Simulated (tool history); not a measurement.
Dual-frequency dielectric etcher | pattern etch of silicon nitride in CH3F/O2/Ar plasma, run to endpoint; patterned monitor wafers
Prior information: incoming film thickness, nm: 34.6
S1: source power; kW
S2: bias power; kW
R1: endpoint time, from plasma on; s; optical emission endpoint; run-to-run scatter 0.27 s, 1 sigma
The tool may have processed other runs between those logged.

run 1 hour=0.0 | S1=0.510 S2=0.059 | R1=52.071
run 2 hour=5.7 | S1=0.450 S2=0.059 | R1=55.491
run 3 hour=10.6 | S1=0.430 S2=0.059 | R1=56.650
run 4 hour=15.2 | S1=0.520 S2=0.059 | R1=51.965
run 5 hour=19.9 | S1=0.580 S2=0.059 | R1=48.993
run 6 hour=28.5 | S1=0.550 S2=0.059 | R1=50.618

Predict the results of run 7:
-- hour=29.1 bias power generator calibrated
run 7 hour=29.1 | S1=0.520 S2=0.059 | R1=?

Logged for run 7: R1 51.870 s.
